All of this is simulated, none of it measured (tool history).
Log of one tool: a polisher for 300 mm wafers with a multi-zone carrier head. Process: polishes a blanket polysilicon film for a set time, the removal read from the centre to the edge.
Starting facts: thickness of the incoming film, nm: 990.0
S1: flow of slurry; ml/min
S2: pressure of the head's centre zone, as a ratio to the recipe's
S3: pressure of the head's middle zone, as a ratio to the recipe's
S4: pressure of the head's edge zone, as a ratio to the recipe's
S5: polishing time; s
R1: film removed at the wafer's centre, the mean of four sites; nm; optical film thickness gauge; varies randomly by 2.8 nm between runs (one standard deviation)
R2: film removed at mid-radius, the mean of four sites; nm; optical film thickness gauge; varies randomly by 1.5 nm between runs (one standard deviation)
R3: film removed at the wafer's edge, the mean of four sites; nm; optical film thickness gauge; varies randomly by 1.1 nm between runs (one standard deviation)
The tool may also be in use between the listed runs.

{"run": 1, "day": 0.0, "S1": 130, "S2": 1.0, "S3": 1.0, "S4": 1.0, "S5": 50, "R1": 261.09, "R2": 261.38, "R3": 257.47}
{"run": 2, "day": 0.029, "S1": 130, "S2": 1.0, "S3": 0.95, "S4": 1.0, "S5": 50, "R1": 261.14, "R2": 251.17, "R3": 254.04}
{"run": 3, "day": 0.396, "S1": 100, "S2": 1.0, "S3": 0.95, "S4": 1.0, "S5": 50, "R1": 239.08, "R2": 236.19, "R3": 244.26}
{"run": 4, "day": 0.767, "S1": 100, "S2": 1.01, "S3": 0.97, "S4": 0.97, "S5": 48, "R1": 239.66, "R2": 228.7, "R3": 229.14}
{"run": 5, "day": 0.979, "S1": 100, "S2": 1.01, "S3": 0.89, "S4": 0.97, "S5": 48, "R1": 235.93, "R2": 214.64, "R3": 232.38}
{"day": 1.138, "done": "worn pad replaced by a new one"}
{"run": 6, "day": 1.138, "S1": 100, "S2": 1.01, "S3": 0.89, "S4": 0.97, "S5": 59, "R1": 315.56, "R2": 293.92, "R3": 312.78}
{"run": 7, "day": 1.388, "S1": 100, "S2": 1.01, "S3": 0.92, "S4": 0.95, "S5": 57, "R1": 311.29, "R2": 289.82, "R3": 299.08}
{"run": 8, "day": 1.7, "S1": 115, "S2": 0.96, "S3": 1.02, "S4": 0.85, "S5": 43, "R1": 229.07, "R2": 240.68, "R3": 223.56}
{"run": 9, "day": 1.862, "S1": 110, "S2": 0.98, "S3": 1.04, "S4": 0.87, "S5": 42, "R1": 224.71, "R2": 237.53, "R3": 213.54}
{"run": 10, "day": 2.233, "S1": 105, "S2": 1.0, "S3": 1.05, "S4": 0.89, "S5": 42, "R1": 227.17, "R2": 235.99, "R3": 215.4}

What does the tool deliver on the next run?
{"run": 11, "day": 2.338, "S1": 105, "S2": 1.02, "S3": 1.07, "S4": 0.9, "S5": 41, "R1": "?", "R2": "?", "R3": "?"}

R1: 223.10 nm
R2: 233.78 nm
R3: 211.09 nm
